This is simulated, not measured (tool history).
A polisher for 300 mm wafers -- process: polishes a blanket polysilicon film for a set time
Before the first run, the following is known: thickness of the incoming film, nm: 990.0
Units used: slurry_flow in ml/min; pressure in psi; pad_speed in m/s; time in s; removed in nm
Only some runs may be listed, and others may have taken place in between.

Run 1, day 0: slurry_flow 245 ml/min, pressure 1.7 psi, pad_speed 1.18 m/s, time 32 s. Result: removed 153.54 nm.
Run 2, day 0.025: slurry_flow 285 ml/min, pressure 1.7 psi, pad_speed 1.18 m/s, time 32 s. Result: removed 157.18 nm.
Run 3, day 0.058: slurry_flow 280 ml/min, pressure 1.6 psi, pad_speed 1.18 m/s, time 32 s. Result: removed 150.01 nm.
Run 4, day 0.092: slurry_flow 280 ml/min, pressure 1.6 psi, pad_speed 1.18 m/s, time 32 s. Result: removed 149.53 nm.
At day 0.308: slurry nozzle cleaned.
Run 5, day 0.308: slurry_flow 280 ml/min, pressure 1.8 psi, pad_speed 1.18 m/s, time 32 s. Result: removed 168.04 nm.
Run 6, day 0.392: slurry_flow 270 ml/min, pressure 1.7 psi, pad_speed 1.18 m/s, time 32 s. Result: removed 159 nm.
Run 7, day 0.567: slurry_flow 265 ml/min, pressure 1.6 psi, pad_speed 1.18 m/s, time 32 s. Result: removed 154.37 nm.
Run 8, day 0.842: slurry_flow 265 ml/min, pressure 1.5 psi, pad_speed 1.18 m/s, time 32 s. Result: removed 149.35 nm.
Run 9, day 0.975: slurry_flow 265 ml/min, pressure 1.4 psi, pad_speed 1.16 m/s, time 32 s. Result: removed 138.79 nm.

Run 10 has not been measured yet. What should we expect?
Run 10, day 1.083: slurry_flow 265 ml/min, pressure 1.3 psi, pad_speed 1.16 m/s, time 32 s. Result: removed ?.

{"run 10": {"removed": 132.8}}

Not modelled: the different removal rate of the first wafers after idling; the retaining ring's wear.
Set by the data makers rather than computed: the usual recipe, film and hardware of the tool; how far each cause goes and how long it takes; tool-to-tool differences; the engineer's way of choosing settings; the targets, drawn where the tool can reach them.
